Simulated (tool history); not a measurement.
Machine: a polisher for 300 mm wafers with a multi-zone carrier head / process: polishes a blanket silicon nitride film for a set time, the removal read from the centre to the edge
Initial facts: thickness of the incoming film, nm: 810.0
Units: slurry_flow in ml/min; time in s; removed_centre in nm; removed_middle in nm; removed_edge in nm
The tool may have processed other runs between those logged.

{"run": 1, "hour": 0.0, "slurry_flow": 200, "centre_zone": 1, "middle_zone": 1, "edge_zone": 1, "time": 71, "removed_centre": 201.68, "removed_middle": 206.01, "removed_edge": 202.76}
{"run": 2, "hour": 7.6, "slurry_flow": 200, "centre_zone": 1, "middle_zone": 1.06, "edge_zone": 1, "time": 71, "removed_centre": 197.31, "removed_middle": 214.73, "removed_edge": 201.75}
{"run": 3, "hour": 8.2, "slurry_flow": 200, "centre_zone": 1, "middle_zone": 1.06, "edge_zone": 1, "time": 82, "removed_centre": 230.76, "removed_middle": 250.23, "removed_edge": 229.92}
{"run": 4, "hour": 8.9, "slurry_flow": 200, "centre_zone": 1, "middle_zone": 1.09, "edge_zone": 1, "time": 82, "removed_centre": 238.02, "removed_middle": 252.74, "removed_edge": 236.39}
{"run": 5, "hour": 15.3, "slurry_flow": 200, "centre_zone": 1.05, "middle_zone": 1.02, "edge_zone": 1.06, "time": 85, "removed_centre": 254.02, "removed_middle": 253.16, "removed_edge": 251.21}
{"run": 6, "hour": 22.0, "slurry_flow": 200, "centre_zone": 1.05, "middle_zone": 1.02, "edge_zone": 1.06, "time": 101, "removed_centre": 299.84, "removed_middle": 293.53, "removed_edge": 295.12}

Estimate the outcome of run 7 from the log above:
{"run": 7, "hour": 29.9, "slurry_flow": 185, "centre_zone": 1.08, "middle_zone": 0.97, "edge_zone": 1.06, "time": 101, "removed_centre": "?", "removed_middle": "?", "removed_edge": "?"}

Run 7 gave removed_centre 306.35 nm, removed_middle 284.08 nm, removed_edge 288.13 nm.
